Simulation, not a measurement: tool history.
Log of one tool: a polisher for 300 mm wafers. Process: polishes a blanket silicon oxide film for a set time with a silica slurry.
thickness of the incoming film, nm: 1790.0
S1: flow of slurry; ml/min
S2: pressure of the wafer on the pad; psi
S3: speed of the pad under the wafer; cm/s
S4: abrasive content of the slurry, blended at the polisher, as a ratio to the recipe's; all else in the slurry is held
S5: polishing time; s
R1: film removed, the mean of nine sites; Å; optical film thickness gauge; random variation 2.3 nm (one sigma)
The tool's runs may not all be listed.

| run | day | S1 | S2 | S3 | S4 | S5 | R1 |
|---|---|---|---|---|---|---|---|
| 1 | 0 | 130 | 5.3 | 114 | 1 | 66 | 2607.9 |
| 2 | 0.288 | 130 | 5.2 | 114 | 1 | 66 | 2587.7 |
| 3 | 0.646 | 130 | 5.1 | 114 | 1 | 66 | 2527.5 |
| 4 | 0.975 | 130 | 5 | 114 | 1 | 66 | 2532.7 |
| 5 | 1.112 | 130 | 5 | 114 | 1.2 | 66 | 2818.1 |
| 6 | 1.288 | 130 | 4.1 | 114 | 1.2 | 66 | 2487.3 |
| 7 | 1.425 | 130 | 4 | 114 | 1.2 | 66 | 2453.1 |

The next listed run, before its measurement:
| 8 | 1.733 | 130 | 3.9 | 114 | 1.2 | 66 | ? |

R1: 2412.8 Å
